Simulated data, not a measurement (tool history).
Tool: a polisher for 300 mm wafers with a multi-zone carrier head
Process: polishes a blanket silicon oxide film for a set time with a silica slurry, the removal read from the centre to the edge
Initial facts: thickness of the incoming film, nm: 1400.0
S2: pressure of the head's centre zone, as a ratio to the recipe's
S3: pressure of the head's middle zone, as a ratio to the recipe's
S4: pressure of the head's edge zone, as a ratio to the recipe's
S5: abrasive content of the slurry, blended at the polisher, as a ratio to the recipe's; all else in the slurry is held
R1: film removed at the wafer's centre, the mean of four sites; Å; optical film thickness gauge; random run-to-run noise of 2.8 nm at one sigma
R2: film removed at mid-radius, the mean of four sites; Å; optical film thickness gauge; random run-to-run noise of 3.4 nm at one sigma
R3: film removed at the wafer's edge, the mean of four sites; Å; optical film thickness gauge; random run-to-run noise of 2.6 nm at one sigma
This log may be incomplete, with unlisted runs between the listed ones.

Run 1, hour 0: flow of slurry (ml/min) 210, S2 1, S3 1, S4 1, S5 1, polishing time (s) 73. Result: R1 2927.2 Å, R2 2844.6 Å, R3 2779.1 Å.
Run 2, hour 4.3: flow of slurry (ml/min) 210, S2 1, S3 1, S4 1, S5 0.8, polishing time (s) 73. Result: R1 2687.2 Å, R2 2687.1 Å, R3 2610.2 Å.
Run 3, hour 5.6: flow of slurry (ml/min) 210, S2 1, S3 1, S4 1, S5 0.8, polishing time (s) 92. Result: R1 3417.8 Å, R2 3378.2 Å, R3 3303.9 Å.
Run 4, hour 13.5: flow of slurry (ml/min) 200, S2 0.95, S3 0.99, S4 0.98, S5 0.7, polishing time (s) 86. Result: R1 2824 Å, R2 2955.8 Å, R3 2883.3 Å.
Run 5, hour 20.4: flow of slurry (ml/min) 200, S2 0.95, S3 0.99, S4 0.98, S5 0.55, polishing time (s) 86. Result: R1 2599 Å, R2 2729.8 Å, R3 2638.6 Å.
Run 6, hour 21.3: flow of slurry (ml/min) 195, S2 0.91, S3 0.98, S4 0.96, S5 0.55, polishing time (s) 83. Result: R1 2391.6 Å, R2 2597.8 Å, R3 2494.3 Å.

Run 7, settings as shown, results not yet in. Your forecast:
Run 7, hour 27.8: flow of slurry (ml/min) 170, S2 0.81, S3 0.94, S4 0.95, S5 0.5, polishing time (s) 78. Result: R1 ?, R2 ?, R3 ?.

R1: 1857.1 Å
R2: 2235.5 Å
R3: 2245.6 Å

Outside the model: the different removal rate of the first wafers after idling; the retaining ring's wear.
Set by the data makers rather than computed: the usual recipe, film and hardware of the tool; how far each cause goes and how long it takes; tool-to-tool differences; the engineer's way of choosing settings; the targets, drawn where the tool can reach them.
